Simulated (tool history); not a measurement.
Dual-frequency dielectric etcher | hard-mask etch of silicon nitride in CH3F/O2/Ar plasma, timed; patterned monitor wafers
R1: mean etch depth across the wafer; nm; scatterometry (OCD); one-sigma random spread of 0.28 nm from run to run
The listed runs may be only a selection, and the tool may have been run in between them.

Run 1, day 0: source power (W) 370, bias power (W) 96, etch time (s) 147.5. Result: R1 117.18 nm.
Run 2, day 0.275: source power (W) 350, bias power (W) 95, etch time (s) 147.5. Result: R1 113.77 nm.
Run 3, day 0.371: source power (W) 310, bias power (W) 95, etch time (s) 147.5. Result: R1 109.14 nm.
Run 4, day 0.717: source power (W) 310, bias power (W) 95, etch time (s) 147.5. Result: R1 108.98 nm.
Run 5, day 1.062: source power (W) 310, bias power (W) 95, etch time (s) 147.5. Result: R1 108.85 nm.
Run 6, day 1.304: source power (W) 310, bias power (W) 109, etch time (s) 147.5. Result: R1 113.98 nm.
Run 7, day 1.675: source power (W) 300, bias power (W) 108, etch time (s) 147.5. Result: R1 112.7 nm.

Forecast run 8:
Run 8, day 1.888: source power (W) 290, bias power (W) 107, etch time (s) 147.5. Result: R1 ?.

Logged for run 8: R1 111.22 nm.

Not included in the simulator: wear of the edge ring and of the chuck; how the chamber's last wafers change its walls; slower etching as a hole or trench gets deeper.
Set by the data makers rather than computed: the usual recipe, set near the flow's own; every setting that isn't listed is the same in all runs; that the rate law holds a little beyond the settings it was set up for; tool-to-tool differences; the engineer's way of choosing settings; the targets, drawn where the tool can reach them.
